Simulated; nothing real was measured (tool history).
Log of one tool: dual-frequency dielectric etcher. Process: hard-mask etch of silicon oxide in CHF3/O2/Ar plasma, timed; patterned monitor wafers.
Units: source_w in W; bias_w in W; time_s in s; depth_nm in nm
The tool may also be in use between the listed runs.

run,hour,source_w,bias_w,time_s,depth_nm
1,0.0,640,208,15.5,35.376
2,0.6,620,201,15.5,34.661
3,4.7,600,194,15.5,33.798
4,8.6,600,194,15.5,33.757
5,17.2,580,189,15.5,32.441
6,18.4,580,189,15.5,32.550
7,25.3,560,187,15.5,32.694
8,30.9,550,181,15.5,31.322
9,36.3,530,180,15.5,31.052
10,44.7,520,178,15.5,30.818
11,49.4,510,176,15.5,30.648
12,56.5,500,173,15.5,29.910
13,62.3,490,172,15.5,29.561
14,64.8,480,171,15.5,29.210

The next listed run, before its measurement:
15,66.2,470,171,15.5,?

{"run 15": {"depth_nm": 28.934}}
